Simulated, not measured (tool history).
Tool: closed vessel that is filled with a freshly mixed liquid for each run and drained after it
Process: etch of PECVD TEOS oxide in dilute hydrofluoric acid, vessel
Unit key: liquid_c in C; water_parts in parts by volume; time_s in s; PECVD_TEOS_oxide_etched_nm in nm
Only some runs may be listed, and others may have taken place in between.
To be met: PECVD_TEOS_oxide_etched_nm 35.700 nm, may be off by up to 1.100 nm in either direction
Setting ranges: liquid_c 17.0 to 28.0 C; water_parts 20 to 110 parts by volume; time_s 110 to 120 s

| run | day | liquid_c | water_parts | time_s | PECVD_TEOS_oxide_etched_nm |
|---|---|---|---|---|---|
| 1 | 0.000 | 20.0 | 60 | 110 | 25.533 |
| 2 | 0.346 | 20.0 | 60 | 110 | 25.514 |
| 3 | 0.638 | 20.0 | 60 | 120 | 27.888 |
| 4 | 0.904 | 20.0 | 60 | 120 | 27.584 |
| 5 | 1.046 | 22.0 | 60 | 120 | 30.303 |
| 6 | 1.192 | 23.0 | 60 | 120 | 30.962 |
| 7 | 1.283 | 24.0 | 60 | 120 | 32.441 |
| 8 | 1.658 | 24.5 | 60 | 120 | 33.167 |
| 9 | 1.862 | 25.0 | 60 | 120 | 33.858 |

Which one of the following 4 next-run settings gets every result inside its allowed miss? There is exactly one.
| A | 2.067 | 25.5 | 60 | 115 | ? |
| B | 2.067 | 24.5 | 60 | 120 | ? |
| C | 2.067 | 21.0 | 45 | 110 | ? |
| D | 2.067 | 24.0 | 60 | 110 | ? |

| move | PECVD_TEOS_oxide_etched_nm |
|---|---|
| A | 33.061 |
| B | 33.129 |
| C | 35.699 |
| D | 29.756 |
A: moves away from the targets compared with the last run
B: moves away from the targets compared with the last run
C: all results land within tolerance of their targets
D: moves away from the targets compared with the last run
Correct choice: C, which meets every target
